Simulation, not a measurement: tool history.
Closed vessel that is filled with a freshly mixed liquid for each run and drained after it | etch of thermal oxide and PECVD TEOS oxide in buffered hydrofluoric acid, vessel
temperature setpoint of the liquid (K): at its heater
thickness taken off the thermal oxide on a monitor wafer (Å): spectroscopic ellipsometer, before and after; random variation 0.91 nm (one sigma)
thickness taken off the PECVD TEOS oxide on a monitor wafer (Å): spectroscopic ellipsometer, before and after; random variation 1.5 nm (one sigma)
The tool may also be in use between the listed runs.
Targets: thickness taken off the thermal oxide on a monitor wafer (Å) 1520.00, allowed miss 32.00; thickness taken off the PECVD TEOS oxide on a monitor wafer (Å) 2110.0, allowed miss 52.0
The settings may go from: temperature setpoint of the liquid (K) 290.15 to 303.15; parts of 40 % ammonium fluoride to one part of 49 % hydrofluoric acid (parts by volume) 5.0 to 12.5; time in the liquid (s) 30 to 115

run  hour  temperature setpoint of the liquid (K)  parts of 40 % ammonium fluoride to one part of 49 % hydrofluoric acid (parts by volume)  time in the liquid (s)  thickness taken off the thermal oxide on a monitor wafer (Å)  thickness taken off the PECVD TEOS oxide on a monitor wafer (Å)
  1   0.0                                  295.15                                                                                      7.5                      60                                                        804.66                                                           1115.1
  2   5.9                                  295.15                                                                                      5.5                      60                                                       1071.10                                                           1488.3
  3   9.1                                  295.15                                                                                      5.0                      60                                                       1165.70                                                           1621.3
  4  18.1                                  296.15                                                                                      5.0                      60                                                       1227.40                                                           1705.2
  5  20.2                                  296.15                                                                                      6.5                      60                                                        991.01                                                           1372.6
  6  22.7                                  296.15                                                                                      8.5                      60                                                        742.53                                                           1037.5
  7  27.2                                  300.15                                                                                      6.0                      60                                                       1312.70                                                           1810.8
  8  32.0                                  300.65                                                                                      6.0                      60                                                       1362.40                                                           1858.9
  9  33.8                                  301.15                                                                                      6.0                      60                                                       1380.70                                                           1924.3
 10  35.7                                  301.65                                                                                      6.0                      60                                                       1419.70                                                           1989.4
 11  40.5                                  302.15                                                                                      6.0                      60                                                       1436.30                                                           2058.2
 12  49.7                                  302.15                                                                                      5.5                      60                                                       1564.10                                                           2163.0

5 next moves are on the table. One of them brings every result within its allowed miss. Which?
  A  58.9                                  301.65                                                                                      5.0                      55                                                             ?                                                                ?
  B  58.9                                  301.65                                                                                      7.5                      75                                                             ?                                                                ?
  C  58.9                                  302.65                                                                                      7.0                      75                                                             ?                                                                ?
  D  58.9                                  299.15                                                                                      6.5                      75                                                             ?                                                                ?
  E  58.9                                  302.65                                                                                      5.0                      55                                                             ?                                                                ?

move  thickness taken off the thermal oxide on a monitor wafer (Å)  thickness taken off the PECVD TEOS oxide on a monitor wafer (Å)
   A                                                       1506.30                                                           2146.2
   B                                                       1430.60                                                           2038.3
   C                                                       1624.40                                                           2314.5
   D                                                       1438.30                                                           2049.4
   E                                                       1587.60                                                           2262.1
A: meets every target
B: takes the result that was furthest off past its target
C: further off than the last run
D: takes the result that was furthest off past its target
E: further off than the last run
Answer: A
